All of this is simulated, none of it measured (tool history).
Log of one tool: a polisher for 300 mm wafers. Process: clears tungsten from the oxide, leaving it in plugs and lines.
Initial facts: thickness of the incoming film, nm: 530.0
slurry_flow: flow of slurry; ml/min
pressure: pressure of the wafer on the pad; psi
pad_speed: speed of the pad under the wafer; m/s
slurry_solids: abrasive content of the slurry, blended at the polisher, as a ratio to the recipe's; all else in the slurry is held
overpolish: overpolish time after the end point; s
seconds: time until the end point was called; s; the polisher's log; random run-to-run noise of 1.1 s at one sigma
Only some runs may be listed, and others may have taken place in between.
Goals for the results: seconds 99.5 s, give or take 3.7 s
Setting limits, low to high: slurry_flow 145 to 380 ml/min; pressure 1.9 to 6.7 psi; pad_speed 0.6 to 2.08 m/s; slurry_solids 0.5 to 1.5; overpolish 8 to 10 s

run  hour  slurry_flow  pressure  pad_speed  slurry_solids  overpolish  seconds
  1     0          245       4.3       1.34              1          10   79.874
  2   1.3          245       4.8       1.34              1          10   71.738
  3   7.4          245       4.4       1.34              1          10   77.506
  4   8.5          245       4.1       1.34              1          10   82.454
  5  14.2          245         5       1.34              1          10   68.687
  6  23.1          185         5       1.34              1          10   71.204
  7  29.7          185       4.5       1.34              1          10   79.903
  8  35.1          180       4.2       1.34              1          10   84.714

Next run, 4 choices. One meets every target within its allowed miss, the rest don't. Which?
  A  40.5          210       3.9       1.36           0.95          10        ?
  B  40.5          225       4.1        1.1           1.05           8        ?
  C  40.5          175       4.6       1.38              1           9        ?
  D  40.5          150       5.6       1.32           1.05          10        ?

move  seconds
   A   88.982
   B   100.25
   C   75.609
   D   65.968
A: nearer the targets than the last run, but a result is still out of spec
B: in spec on every target
C: misses by more than the last run did
D: misses by more than the last run did
Answer: B
